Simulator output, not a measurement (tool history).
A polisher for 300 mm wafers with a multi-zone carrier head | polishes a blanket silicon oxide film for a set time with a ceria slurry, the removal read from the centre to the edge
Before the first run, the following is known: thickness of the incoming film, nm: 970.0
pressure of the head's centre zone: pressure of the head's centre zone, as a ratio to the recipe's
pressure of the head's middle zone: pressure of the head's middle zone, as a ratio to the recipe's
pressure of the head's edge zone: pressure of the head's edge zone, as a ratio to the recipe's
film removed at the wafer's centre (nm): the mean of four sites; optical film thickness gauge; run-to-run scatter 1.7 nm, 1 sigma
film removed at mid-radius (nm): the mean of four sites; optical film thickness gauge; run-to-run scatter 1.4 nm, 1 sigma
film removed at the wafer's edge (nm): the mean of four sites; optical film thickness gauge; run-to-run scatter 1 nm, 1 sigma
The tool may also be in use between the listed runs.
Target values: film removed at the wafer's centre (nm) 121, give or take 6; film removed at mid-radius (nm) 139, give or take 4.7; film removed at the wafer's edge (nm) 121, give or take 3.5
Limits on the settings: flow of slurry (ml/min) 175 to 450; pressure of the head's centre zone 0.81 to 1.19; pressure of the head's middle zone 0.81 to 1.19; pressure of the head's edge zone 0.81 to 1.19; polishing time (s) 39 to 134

| run | hour | flow of slurry (ml/min) | pressure of the head's centre zone | pressure of the head's middle zone | pressure of the head's edge zone | polishing time (s) | film removed at the wafer's centre (nm) | film removed at mid-radius (nm) | film removed at the wafer's edge (nm) |
|---|---|---|---|---|---|---|---|---|---|
| 1 | 0 | 290 | 1 | 1 | 1 | 86 | 248.35 | 249.83 | 246.9 |
| 2 | 3.5 | 290 | 1 | 1 | 1 | 107 | 311.02 | 313.57 | 302.73 |
| 3 | 6.2 | 290 | 1 | 1 | 1.03 | 107 | 323.72 | 315.78 | 312.97 |
| 4 | 13.3 | 290 | 0.94 | 1 | 1.03 | 107 | 302.32 | 312.58 | 309.09 |
| 5 | 19.7 | 290 | 1.02 | 1 | 1.03 | 107 | 330.93 | 314.39 | 311.25 |
| 6 | 22.6 | 290 | 1.02 | 1 | 1.1 | 107 | 317.5 | 314.4 | 323.9 |
| 7 | 28.2 | 265 | 0.98 | 1 | 1.04 | 93 | 271.64 | 273.23 | 266.35 |
| 8 | 31.8 | 245 | 0.95 | 0.98 | 0.99 | 82 | 225.49 | 231.51 | 229.24 |
| 9 | 36.5 | 230 | 0.93 | 0.98 | 0.95 | 73 | 197.72 | 201.02 | 199.85 |
| 10 | 42.5 | 220 | 0.91 | 1 | 0.92 | 66 | 172.8 | 185.64 | 178.02 |
| 11 | 45.1 | 215 | 0.91 | 1.01 | 0.9 | 61 | 160.86 | 170.95 | 163.12 |
| 12 | 51.8 | 215 | 0.9 | 1.03 | 0.88 | 58 | 151.72 | 167.58 | 152.62 |
| 13 | 56.8 | 215 | 0.89 | 1.03 | 0.87 | 55 | 138.43 | 161.03 | 144.23 |
| 14 | 57.6 | 215 | 0.89 | 1.03 | 0.86 | 53 | 133.91 | 151.28 | 137.57 |
| 15 | 58.6 | 215 | 0.89 | 1.03 | 0.85 | 52 | 132.24 | 151.04 | 134.69 |
| 16 | 61.7 | 215 | 0.89 | 1.03 | 0.84 | 51 | 130.11 | 146.38 | 130.78 |

Consider the 5 candidate settings below. Which is the only one whose results all fall within their allowed miss of target?
| A | 64.8 | 190 | 0.94 | 1.1 | 0.9 | 47 | ? | ? | ? |
| B | 64.8 | 175 | 1 | 0.97 | 0.95 | 53 | ? | ? | ? |
| C | 64.8 | 335 | 0.91 | 1.17 | 0.93 | 47 | ? | ? | ? |
| D | 64.8 | 175 | 0.81 | 0.93 | 1 | 53 | ? | ? | ? |
| E | 64.8 | 175 | 0.85 | 1.01 | 0.91 | 51 | ? | ? | ? |

| move | film removed at the wafer's centre (nm) | film removed at mid-radius (nm) | film removed at the wafer's edge (nm) |
|---|---|---|---|
| A | 126.68 | 141.64 | 122.1 |
| B | 148.88 | 141.23 | 139.79 |
| C | 133.53 | 161.02 | 131 |
| D | 121.26 | 136.46 | 143.34 |
| E | 122.34 | 140.73 | 131.78 |
A: every result lands within tolerance
B: the biggest miss grows against the last run
C: the biggest miss grows against the last run
D: the biggest miss grows against the last run
E: the biggest miss grows against the last run
The right move is A.

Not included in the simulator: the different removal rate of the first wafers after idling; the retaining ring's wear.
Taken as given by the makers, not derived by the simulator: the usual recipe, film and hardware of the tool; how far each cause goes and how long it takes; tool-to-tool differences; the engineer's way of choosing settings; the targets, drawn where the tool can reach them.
